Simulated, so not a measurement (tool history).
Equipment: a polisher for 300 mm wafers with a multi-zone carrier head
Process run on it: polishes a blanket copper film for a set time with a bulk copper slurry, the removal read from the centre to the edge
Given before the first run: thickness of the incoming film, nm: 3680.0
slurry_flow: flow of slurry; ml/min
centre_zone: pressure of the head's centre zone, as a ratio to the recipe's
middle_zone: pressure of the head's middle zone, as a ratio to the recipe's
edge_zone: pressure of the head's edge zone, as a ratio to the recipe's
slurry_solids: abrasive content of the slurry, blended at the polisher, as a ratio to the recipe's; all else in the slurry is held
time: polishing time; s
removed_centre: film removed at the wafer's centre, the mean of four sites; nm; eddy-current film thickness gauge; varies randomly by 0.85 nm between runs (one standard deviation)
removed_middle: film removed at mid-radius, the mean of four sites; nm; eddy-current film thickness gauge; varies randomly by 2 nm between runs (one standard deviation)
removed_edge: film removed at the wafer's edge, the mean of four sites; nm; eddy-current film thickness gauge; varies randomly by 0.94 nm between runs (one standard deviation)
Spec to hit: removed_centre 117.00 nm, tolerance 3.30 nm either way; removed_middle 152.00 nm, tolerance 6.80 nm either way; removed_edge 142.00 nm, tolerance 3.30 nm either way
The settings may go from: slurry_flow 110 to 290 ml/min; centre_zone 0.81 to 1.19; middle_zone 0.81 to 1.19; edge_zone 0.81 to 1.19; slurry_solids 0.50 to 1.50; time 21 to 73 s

| run | hour | slurry_flow | centre_zone | middle_zone | edge_zone | slurry_solids | time | removed_centre | removed_middle | removed_edge |
|---|---|---|---|---|---|---|---|---|---|---|
| 1 | 0.0 | 185 | 1.00 | 1.00 | 1.00 | 1.00 | 47 | 281.89 | 290.16 | 281.81 |
| 2 | 5.4 | 185 | 1.00 | 1.00 | 1.00 | 1.15 | 47 | 292.72 | 289.69 | 290.47 |
| 3 | 12.8 | 185 | 1.00 | 1.00 | 1.05 | 1.15 | 47 | 289.96 | 295.21 | 296.11 |
| 4 | 19.0 | 175 | 0.96 | 1.00 | 1.03 | 1.00 | 42 | 241.06 | 243.32 | 256.18 |
| 5 | 21.1 | 175 | 0.96 | 1.00 | 1.03 | 0.85 | 42 | 232.20 | 238.65 | 244.33 |
| 6 | 22.8 | 170 | 0.93 | 1.04 | 1.02 | 0.75 | 38 | 193.98 | 218.82 | 210.83 |
| 7 | 27.3 | 160 | 0.90 | 1.04 | 1.01 | 0.70 | 36 | 173.38 | 204.63 | 198.06 |
| 8 | 33.1 | 155 | 0.88 | 1.03 | 0.98 | 0.65 | 34 | 157.13 | 183.27 | 178.90 |
| 9 | 41.4 | 145 | 0.86 | 1.04 | 0.97 | 0.60 | 33 | 141.33 | 173.37 | 170.48 |
| 10 | 42.6 | 145 | 0.85 | 1.04 | 0.94 | 0.60 | 33 | 142.08 | 179.62 | 167.74 |
| 11 | 48.9 | 140 | 0.84 | 1.03 | 0.92 | 0.60 | 32 | 136.24 | 169.07 | 161.38 |
| 12 | 53.5 | 135 | 0.83 | 1.03 | 0.91 | 0.60 | 32 | 132.24 | 161.36 | 158.94 |
| 13 | 62.2 | 130 | 0.83 | 1.04 | 0.90 | 0.60 | 32 | 130.03 | 162.19 | 158.25 |
| 14 | 67.7 | 130 | 0.83 | 1.04 | 0.90 | 0.60 | 32 | 129.64 | 160.66 | 159.22 |
| 15 | 73.7 | 130 | 0.83 | 1.04 | 0.88 | 0.60 | 32 | 130.62 | 165.39 | 157.83 |
| 16 | 81.1 | 130 | 0.83 | 1.04 | 0.87 | 0.60 | 32 | 130.57 | 163.96 | 154.27 |

Next run, 5 choices. One meets every target within its allowed miss, the rest don't. Which?
| A | 88.5 | 115 | 0.84 | 1.09 | 0.91 | 0.85 | 27 | ? | ? | ? |
| B | 88.5 | 210 | 0.95 | 1.07 | 0.81 | 0.60 | 28 | ? | ? | ? |
| C | 88.5 | 225 | 0.85 | 1.05 | 0.92 | 0.55 | 27 | ? | ? | ? |
| D | 88.5 | 235 | 0.83 | 1.18 | 0.81 | 0.50 | 26 | ? | ? | ? |
| E | 88.5 | 180 | 0.83 | 1.01 | 0.84 | 0.50 | 29 | ? | ? | ? |

| move | removed_centre | removed_middle | removed_edge |
|---|---|---|---|
| A | 115.35 | 152.14 | 140.91 |
| B | 145.26 | 163.65 | 143.44 |
| C | 124.20 | 153.94 | 142.10 |
| D | 115.22 | 161.47 | 129.34 |
| E | 122.67 | 151.40 | 141.80 |
A: all results in spec
B: the biggest miss grows against the last run
C: gains on the last run, yet a result remains outside its allowed miss
D: meets the target for the result that was furthest off, but another lies outside its allowed miss
E: gains on the last run, yet a result remains outside its allowed miss
Correct choice: A, which meets every target
